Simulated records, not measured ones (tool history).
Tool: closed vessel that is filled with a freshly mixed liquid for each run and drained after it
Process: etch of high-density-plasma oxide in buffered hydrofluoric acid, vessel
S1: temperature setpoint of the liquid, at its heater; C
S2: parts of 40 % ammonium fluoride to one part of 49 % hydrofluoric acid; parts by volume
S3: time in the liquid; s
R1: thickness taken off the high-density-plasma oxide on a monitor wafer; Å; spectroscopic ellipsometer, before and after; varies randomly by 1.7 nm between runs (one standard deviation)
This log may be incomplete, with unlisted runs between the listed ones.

Run 1, hour 0.0: S1 24.0 C, S2 11.0 parts by volume, S3 100 s. Result: R1 951.67 Å.
Run 2, hour 7.2: S1 26.0 C, S2 10.0 parts by volume, S3 100 s. Result: R1 1148.10 Å.
Run 3, hour 14.2: S1 27.5 C, S2 9.5 parts by volume, S3 100 s. Result: R1 1335.40 Å.
Run 4, hour 16.7: S1 28.5 C, S2 9.5 parts by volume, S3 100 s. Result: R1 1425.80 Å.
Run 5, hour 18.5: S1 29.5 C, S2 9.5 parts by volume, S3 100 s. Result: R1 1496.40 Å.
Run 6, hour 24.1: S1 29.5 C, S2 9.5 parts by volume, S3 105 s. Result: R1 1549.80 Å.
Run 7, hour 30.2: S1 30.0 C, S2 9.5 parts by volume, S3 105 s. Result: R1 1572.80 Å.
Run 8, hour 38.1: S1 30.5 C, S2 9.5 parts by volume, S3 105 s. Result: R1 1619.30 Å.
Run 9, hour 41.9: S1 30.5 C, S2 9.5 parts by volume, S3 105 s. Result: R1 1639.70 Å.
Run 10, hour 50.7: S1 31.0 C, S2 9.5 parts by volume, S3 105 s. Result: R1 1698.70 Å.
Run 11, hour 58.9: S1 31.5 C, S2 9.5 parts by volume, S3 105 s. Result: R1 1731.20 Å.

Run 12 has not been measured yet. What should we expect?
Run 12, hour 60.5: S1 32.0 C, S2 9.5 parts by volume, S3 105 s. Result: R1 ?.

{"run 12": {"R1": 1778.9}}
